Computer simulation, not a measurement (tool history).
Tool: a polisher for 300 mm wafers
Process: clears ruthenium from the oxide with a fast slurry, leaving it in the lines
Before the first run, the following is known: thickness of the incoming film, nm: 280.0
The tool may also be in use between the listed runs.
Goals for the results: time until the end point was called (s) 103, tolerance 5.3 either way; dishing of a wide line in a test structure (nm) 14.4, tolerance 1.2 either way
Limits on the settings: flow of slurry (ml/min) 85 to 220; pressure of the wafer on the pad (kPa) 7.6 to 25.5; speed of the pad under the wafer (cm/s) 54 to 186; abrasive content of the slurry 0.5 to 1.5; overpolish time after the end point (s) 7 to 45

| run | hour | flow of slurry (ml/min) | pressure of the wafer on the pad (kPa) | speed of the pad under the wafer (cm/s) | abrasive content of the slurry | overpolish time after the end point (s) | time until the end point was called (s) | dishing of a wide line in a test structure (nm) |
|---|---|---|---|---|---|---|---|---|
| 1 | 0 | 140 | 16.5 | 118 | 1 | 23 | 71.87 | 56.234 |
| 2 | 8.5 | 140 | 15.2 | 116 | 1 | 19 | 77.94 | 46.115 |
| 3 | 10 | 140 | 12.4 | 116 | 1 | 19 | 97.411 | 38.897 |
| 4 | 12.2 | 140 | 12.4 | 126 | 1 | 19 | 89.917 | 41.684 |
| 5 | 19.4 | 140 | 14.5 | 126 | 1 | 19 | 77.351 | 44.419 |
| 6 | 24 | 140 | 14.5 | 154 | 1 | 19 | 65.021 | 53.288 |
| 7 | 27.5 | 145 | 13.8 | 132 | 1.1 | 16 | 72.752 | 40.218 |
| 8 | 31.5 | 160 | 12.4 | 118 | 1.2 | 14 | 82.293 | 32.795 |
| 9 | 35.1 | 175 | 11.7 | 108 | 1.25 | 12 | 93.91 | 26.684 |
| 10 | 40.2 | 185 | 11 | 106 | 1.3 | 11 | 95.938 | 22.809 |
| 11 | 47.8 | 195 | 10.3 | 106 | 1.35 | 10 | 100.21 | 20.459 |
| 12 | 49.7 | 200 | 9.7 | 108 | 1.4 | 9 | 104.3 | 17.872 |
| 13 | 53.1 | 205 | 9 | 112 | 1.4 | 9 | 106.27 | 17.599 |
| 14 | 56.9 | 210 | 9 | 114 | 1.4 | 9 | 103.61 | 18.077 |
| 15 | 57.4 | 170 | 10.3 | 112 | 1.45 | 7 | 95.067 | 15.106 |

Below are 4 possible settings for the next run. Only one of them brings all results inside the allowed miss of their targets. Which is it?
| A | 57.9 | 205 | 9.7 | 92 | 1.45 | 8 | ? | ? |
| B | 57.9 | 210 | 9 | 102 | 1.3 | 8 | ? | ? |
| C | 57.9 | 160 | 9.7 | 114 | 1.35 | 7 | ? | ? |
| D | 57.9 | 180 | 10.3 | 118 | 1.4 | 7 | ? | ? |

| move | time until the end point was called (s) | dishing of a wide line in a test structure (nm) |
|---|---|---|
| A | 117.9 | 15.217 |
| B | 120.7 | 14.883 |
| C | 104.4 | 15.047 |
| D | 91.533 | 17.033 |
A: takes the result that was furthest off past its target
B: takes the result that was furthest off past its target
C: all results in spec
D: further off than the last run
So the answer is move C, the one that meets all the targets.
